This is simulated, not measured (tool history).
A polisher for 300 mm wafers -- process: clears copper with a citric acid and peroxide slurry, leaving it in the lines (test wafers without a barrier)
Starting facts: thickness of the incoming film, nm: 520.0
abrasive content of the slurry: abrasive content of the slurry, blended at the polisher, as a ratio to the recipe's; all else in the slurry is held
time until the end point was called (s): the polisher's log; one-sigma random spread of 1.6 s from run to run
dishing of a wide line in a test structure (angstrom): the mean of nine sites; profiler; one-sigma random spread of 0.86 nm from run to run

run,hour,flow of slurry (ml/min),pressure of the wafer on the pad (kPa),speed of the pad under the wafer (cm/s),abrasive content of the slurry,overpolish time after the end point (s),time until the end point was called (s),dishing of a wide line in a test structure (angstrom)
1,0,305,26.2,124,1,12,134.88,308.01
2,4,305,26.9,124,1,13,127.33,357.74
3,5.3,305,26.9,124,1,16,130.58,419.56
4,10,305,24.1,124,1,16,143.6,379.14
5,13.6,305,24.1,124,1,14,145.32,352.74
6,21.7,305,24.8,126,1,15,140.33,386.01
7,27.8,305,25.5,126,1,15,137.26,392.11

Expected results for the next run?
8,29,305,26.2,126,1,15,?,?

time until the end point was called (s): 135.54
dishing of a wide line in a test structure (angstrom): 412.65
